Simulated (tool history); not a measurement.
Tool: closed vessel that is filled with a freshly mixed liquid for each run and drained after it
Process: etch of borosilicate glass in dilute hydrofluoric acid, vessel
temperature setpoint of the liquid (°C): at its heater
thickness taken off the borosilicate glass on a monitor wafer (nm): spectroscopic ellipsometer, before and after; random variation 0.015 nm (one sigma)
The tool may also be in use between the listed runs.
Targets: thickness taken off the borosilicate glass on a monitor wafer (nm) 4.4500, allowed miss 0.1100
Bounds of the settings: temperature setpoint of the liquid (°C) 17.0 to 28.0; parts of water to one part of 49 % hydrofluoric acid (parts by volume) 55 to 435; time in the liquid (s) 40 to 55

| run | day | temperature setpoint of the liquid (°C) | parts of water to one part of 49 % hydrofluoric acid (parts by volume) | time in the liquid (s) | thickness taken off the borosilicate glass on a monitor wafer (nm) |
|---|---|---|---|---|---|
| 1 | 0.000 | 20.0 | 245 | 55 | 6.7831 |
| 2 | 0.354 | 20.0 | 195 | 55 | 8.9590 |
| 3 | 0.467 | 19.5 | 215 | 55 | 7.7928 |
| 4 | 0.725 | 19.0 | 230 | 55 | 7.0442 |
| 5 | 0.933 | 17.0 | 230 | 55 | 6.5382 |
| 6 | 1.321 | 17.0 | 245 | 55 | 6.0782 |
| 7 | 1.592 | 17.0 | 255 | 55 | 5.7666 |
| 8 | 1.917 | 17.0 | 265 | 55 | 5.5185 |
| 9 | 2.167 | 17.0 | 275 | 55 | 5.2711 |
| 10 | 2.242 | 17.0 | 280 | 55 | 5.1245 |
| 11 | 2.558 | 17.0 | 280 | 55 | 5.1497 |

5 next moves are on the table. One of them brings every result within its allowed miss. Which?
| A | 2.875 | 20.0 | 320 | 50 | ? |
| B | 2.875 | 17.0 | 230 | 40 | ? |
| C | 2.875 | 17.0 | 305 | 55 | ? |
| D | 2.875 | 17.0 | 255 | 40 | ? |
| E | 2.875 | 18.5 | 315 | 55 | ? |

| move | thickness taken off the borosilicate glass on a monitor wafer (nm) |
|---|---|
| A | 4.4087 |
| B | 4.7449 |
| C | 4.6129 |
| D | 4.1868 |
| E | 4.6842 |
A: meets every target
B: nearer than the last run, and not there yet
C: nearer than the last run, and not there yet
D: takes the result that was furthest off past its target
E: nearer than the last run, and not there yet
Answer: A

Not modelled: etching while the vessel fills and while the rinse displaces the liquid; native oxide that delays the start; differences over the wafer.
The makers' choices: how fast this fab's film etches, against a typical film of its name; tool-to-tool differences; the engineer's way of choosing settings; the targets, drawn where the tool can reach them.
